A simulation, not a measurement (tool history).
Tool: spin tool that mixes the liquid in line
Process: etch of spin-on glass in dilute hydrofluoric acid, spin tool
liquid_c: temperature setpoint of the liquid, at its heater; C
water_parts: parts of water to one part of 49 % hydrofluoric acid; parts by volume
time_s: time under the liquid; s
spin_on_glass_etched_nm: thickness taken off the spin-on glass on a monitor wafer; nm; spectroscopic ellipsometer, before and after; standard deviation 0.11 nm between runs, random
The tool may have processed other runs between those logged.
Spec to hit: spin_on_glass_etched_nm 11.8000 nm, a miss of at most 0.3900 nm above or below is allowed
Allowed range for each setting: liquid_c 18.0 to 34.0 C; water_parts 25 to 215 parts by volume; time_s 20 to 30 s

Run 1, hour 0.0: liquid_c 26.0 C, water_parts 120 parts by volume, time_s 30 s. Result: spin_on_glass_etched_nm 8.0132 nm.
Run 2, hour 2.6: liquid_c 28.0 C, water_parts 120 parts by volume, time_s 30 s. Result: spin_on_glass_etched_nm 8.6505 nm.
Run 3, hour 9.2: liquid_c 29.0 C, water_parts 120 parts by volume, time_s 30 s. Result: spin_on_glass_etched_nm 9.0140 nm.
Run 4, hour 13.5: liquid_c 29.0 C, water_parts 145 parts by volume, time_s 30 s. Result: spin_on_glass_etched_nm 7.1040 nm.
Run 5, hour 16.8: liquid_c 30.0 C, water_parts 140 parts by volume, time_s 30 s. Result: spin_on_glass_etched_nm 7.6457 nm.
Run 6, hour 23.7: liquid_c 30.5 C, water_parts 135 parts by volume, time_s 30 s. Result: spin_on_glass_etched_nm 8.2291 nm.
Run 7, hour 29.3: liquid_c 31.0 C, water_parts 130 parts by volume, time_s 30 s. Result: spin_on_glass_etched_nm 8.6356 nm.
Run 8, hour 33.1: liquid_c 34.0 C, water_parts 100 parts by volume, time_s 30 s. Result: spin_on_glass_etched_nm 13.2480 nm.
Run 9, hour 39.8: liquid_c 33.5 C, water_parts 100 parts by volume, time_s 30 s. Result: spin_on_glass_etched_nm 13.0630 nm.
Run 10, hour 42.2: liquid_c 33.0 C, water_parts 100 parts by volume, time_s 30 s. Result: spin_on_glass_etched_nm 12.7410 nm.

Below are 4 possible settings for the next run. Only one of them brings all results inside the allowed miss of their targets. Which is it?
Run A, hour 44.6: liquid_c 30.0 C, water_parts 85 parts by volume, time_s 30 s. Result: spin_on_glass_etched_nm ?.
Run B, hour 44.6: liquid_c 32.0 C, water_parts 85 parts by volume, time_s 30 s. Result: spin_on_glass_etched_nm ?.
Run C, hour 44.6: liquid_c 31.0 C, water_parts 85 parts by volume, time_s 30 s. Result: spin_on_glass_etched_nm ?.
Run D, hour 44.6: liquid_c 34.0 C, water_parts 110 parts by volume, time_s 30 s. Result: spin_on_glass_etched_nm ?.

move  spin_on_glass_etched_nm
   A                  13.6580
   B                  14.7270
   C                  14.1850
   D                  11.7860
A: moves away from the targets compared with the last run
B: moves away from the targets compared with the last run
C: moves away from the targets compared with the last run
D: in spec on every target
Answer: D
